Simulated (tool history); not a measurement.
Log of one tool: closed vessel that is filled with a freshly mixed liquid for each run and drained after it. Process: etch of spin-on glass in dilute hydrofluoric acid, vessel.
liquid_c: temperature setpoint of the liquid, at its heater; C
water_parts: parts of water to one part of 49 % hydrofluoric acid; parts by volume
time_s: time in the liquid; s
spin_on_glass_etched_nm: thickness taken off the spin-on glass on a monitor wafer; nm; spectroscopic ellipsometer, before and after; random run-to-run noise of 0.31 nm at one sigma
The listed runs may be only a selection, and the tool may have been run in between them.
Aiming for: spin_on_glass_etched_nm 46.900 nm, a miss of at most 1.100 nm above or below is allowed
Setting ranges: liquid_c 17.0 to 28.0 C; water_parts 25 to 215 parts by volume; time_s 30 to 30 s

Run 1, hour 0.0: liquid_c 20.0 C, water_parts 120 parts by volume, time_s 30 s. Result: spin_on_glass_etched_nm 10.158 nm.
Run 2, hour 3.7: liquid_c 20.0 C, water_parts 120 parts by volume, time_s 30 s. Result: spin_on_glass_etched_nm 10.198 nm.
Run 3, hour 12.7: liquid_c 22.5 C, water_parts 90 parts by volume, time_s 30 s. Result: spin_on_glass_etched_nm 15.506 nm.
Run 4, hour 18.8: liquid_c 24.0 C, water_parts 70 parts by volume, time_s 30 s. Result: spin_on_glass_etched_nm 21.590 nm.
Run 5, hour 21.7: liquid_c 24.0 C, water_parts 70 parts by volume, time_s 30 s. Result: spin_on_glass_etched_nm 21.490 nm.
Run 6, hour 25.1: liquid_c 25.0 C, water_parts 55 parts by volume, time_s 30 s. Result: spin_on_glass_etched_nm 29.303 nm.
Run 7, hour 32.4: liquid_c 26.0 C, water_parts 50 parts by volume, time_s 30 s. Result: spin_on_glass_etched_nm 34.269 nm.
Run 8, hour 33.3: liquid_c 28.0 C, water_parts 30 parts by volume, time_s 30 s. Result: spin_on_glass_etched_nm 63.016 nm.
Run 9, hour 42.3: liquid_c 28.0 C, water_parts 30 parts by volume, time_s 30 s. Result: spin_on_glass_etched_nm 63.285 nm.
Run 10, hour 46.6: liquid_c 27.5 C, water_parts 30 parts by volume, time_s 30 s. Result: spin_on_glass_etched_nm 62.011 nm.
Run 11, hour 54.4: liquid_c 26.5 C, water_parts 30 parts by volume, time_s 30 s. Result: spin_on_glass_etched_nm 59.778 nm.
Run 12, hour 56.2: liquid_c 25.0 C, water_parts 30 parts by volume, time_s 30 s. Result: spin_on_glass_etched_nm 55.508 nm.
Run 13, hour 65.2: liquid_c 23.5 C, water_parts 30 parts by volume, time_s 30 s. Result: spin_on_glass_etched_nm 53.256 nm.
Run 14, hour 67.9: liquid_c 22.0 C, water_parts 30 parts by volume, time_s 30 s. Result: spin_on_glass_etched_nm 49.263 nm.
Run 15, hour 71.6: liquid_c 21.5 C, water_parts 30 parts by volume, time_s 30 s. Result: spin_on_glass_etched_nm 48.471 nm.

Which of these 4 next moves meets every target?
Run A, hour 75.3: liquid_c 23.0 C, water_parts 35 parts by volume, time_s 30 s. Result: spin_on_glass_etched_nm ?.
Run B, hour 75.3: liquid_c 24.5 C, water_parts 35 parts by volume, time_s 30 s. Result: spin_on_glass_etched_nm ?.
Run C, hour 75.3: liquid_c 22.0 C, water_parts 30 parts by volume, time_s 30 s. Result: spin_on_glass_etched_nm ?.
Run D, hour 75.3: liquid_c 19.5 C, water_parts 30 parts by volume, time_s 30 s. Result: spin_on_glass_etched_nm ?.

move  spin_on_glass_etched_nm
   A                   44.457
   B                   47.322
   C                   50.076
   D                   44.998
A: moves the result that the last run missed by most past its target, out the other side
B: meets every target
C: further off than the last run
D: moves the result that the last run missed by most past its target, out the other side
B is the move that brings every result within its allowed miss.
